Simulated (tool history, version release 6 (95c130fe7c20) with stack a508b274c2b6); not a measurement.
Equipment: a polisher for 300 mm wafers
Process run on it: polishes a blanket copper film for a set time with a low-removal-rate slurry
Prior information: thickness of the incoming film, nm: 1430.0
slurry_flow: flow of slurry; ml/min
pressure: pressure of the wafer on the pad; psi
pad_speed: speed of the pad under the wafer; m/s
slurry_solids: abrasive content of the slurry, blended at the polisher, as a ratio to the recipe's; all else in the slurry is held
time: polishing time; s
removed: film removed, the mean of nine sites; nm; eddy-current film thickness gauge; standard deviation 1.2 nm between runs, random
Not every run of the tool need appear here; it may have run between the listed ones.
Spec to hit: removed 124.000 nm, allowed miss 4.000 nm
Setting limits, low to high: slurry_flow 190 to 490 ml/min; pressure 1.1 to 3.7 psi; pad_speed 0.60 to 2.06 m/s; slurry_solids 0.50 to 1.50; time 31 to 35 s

Run 1, hour 0.0: slurry_flow 315 ml/min, pressure 2.4 psi, pad_speed 1.32 m/s, slurry_solids 1.00, time 35 s. Result: removed 97.601 nm.
Run 2, hour 4.3: slurry_flow 315 ml/min, pressure 2.4 psi, pad_speed 1.44 m/s, slurry_solids 1.00, time 35 s. Result: removed 102.180 nm.
Run 3, hour 6.5: slurry_flow 315 ml/min, pressure 2.4 psi, pad_speed 1.44 m/s, slurry_solids 0.90, time 35 s. Result: removed 100.190 nm.
Run 4, hour 7.4: slurry_flow 315 ml/min, pressure 2.4 psi, pad_speed 1.44 m/s, slurry_solids 0.80, time 35 s. Result: removed 96.171 nm.
Run 5, hour 9.6: slurry_flow 315 ml/min, pressure 2.4 psi, pad_speed 1.44 m/s, slurry_solids 0.80, time 31 s. Result: removed 84.006 nm.
Run 6, hour 10.7: slurry_flow 315 ml/min, pressure 2.4 psi, pad_speed 1.14 m/s, slurry_solids 0.80, time 31 s. Result: removed 71.777 nm.
Run 7, hour 15.1: slurry_flow 315 ml/min, pressure 3.0 psi, pad_speed 1.18 m/s, slurry_solids 0.80, time 31 s. Result: removed 84.180 nm.
Run 8, hour 17.8: slurry_flow 315 ml/min, pressure 3.1 psi, pad_speed 1.24 m/s, slurry_solids 0.80, time 31 s. Result: removed 88.007 nm.

Which single option among these 4 for the next run brings every result within its allowed miss of target? Just one does.
Run A, hour 20.5: slurry_flow 310 ml/min, pressure 3.5 psi, pad_speed 1.54 m/s, slurry_solids 1.00, time 32 s. Result: removed ?.
Run B, hour 20.5: slurry_flow 330 ml/min, pressure 3.2 psi, pad_speed 1.30 m/s, slurry_solids 1.00, time 35 s. Result: removed ?.
Run C, hour 20.5: slurry_flow 375 ml/min, pressure 3.1 psi, pad_speed 1.28 m/s, slurry_solids 0.80, time 35 s. Result: removed ?.
Run D, hour 20.5: slurry_flow 320 ml/min, pressure 3.3 psi, pad_speed 1.42 m/s, slurry_solids 0.85, time 34 s. Result: removed ?.

move  removed
   A  125.980
   B  114.460
   C  105.520
   D  116.180
A: in spec on every target
B: closes in on the targets versus the last run, not all within tolerance yet
C: closes in on the targets versus the last run, not all within tolerance yet
D: closes in on the targets versus the last run, not all within tolerance yet
Go with A: it meets all targets.

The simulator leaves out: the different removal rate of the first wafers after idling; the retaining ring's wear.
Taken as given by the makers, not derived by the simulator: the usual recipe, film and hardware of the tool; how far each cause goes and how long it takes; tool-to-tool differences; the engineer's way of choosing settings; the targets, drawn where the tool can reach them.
